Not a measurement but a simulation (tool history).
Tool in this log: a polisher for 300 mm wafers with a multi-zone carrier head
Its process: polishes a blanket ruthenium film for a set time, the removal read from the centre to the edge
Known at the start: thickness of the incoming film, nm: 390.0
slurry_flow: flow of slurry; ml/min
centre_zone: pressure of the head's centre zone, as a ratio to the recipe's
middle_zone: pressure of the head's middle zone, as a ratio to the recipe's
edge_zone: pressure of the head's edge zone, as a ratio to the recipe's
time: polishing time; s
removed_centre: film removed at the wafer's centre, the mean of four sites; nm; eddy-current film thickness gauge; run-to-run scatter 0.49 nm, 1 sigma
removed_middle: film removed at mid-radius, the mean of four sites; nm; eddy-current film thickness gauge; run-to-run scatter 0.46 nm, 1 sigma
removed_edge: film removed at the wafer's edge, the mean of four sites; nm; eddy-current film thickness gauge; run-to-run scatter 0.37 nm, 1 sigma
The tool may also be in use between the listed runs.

run,hour,slurry_flow,centre_zone,middle_zone,edge_zone,time,removed_centre,removed_middle,removed_edge
1,0,260,1,1,1,68,64.726,64.338,67.882
2,1.6,250,1.01,0.96,0.98,68,65.826,61.522,66.89
3,3.4,240,1.01,0.93,0.96,68,64.918,60.466,66.951
4,8.5,235,1.03,0.91,0.94,67,64.897,58.83,64.793
5,17.1,235,0.95,0.91,0.94,67,59.583,58.588,63.923
# hour 21.1: worn pad replaced by a new one
6,21.1,240,0.98,0.89,0.93,66,66.699,61.665,69.718

What does the tool deliver on the next run?
7,24.2,230,1.01,0.89,0.95,66,?,?,?

{"run 7": {"removed_centre": 68.674, "removed_middle": 62.631, "removed_edge": 70.28}}
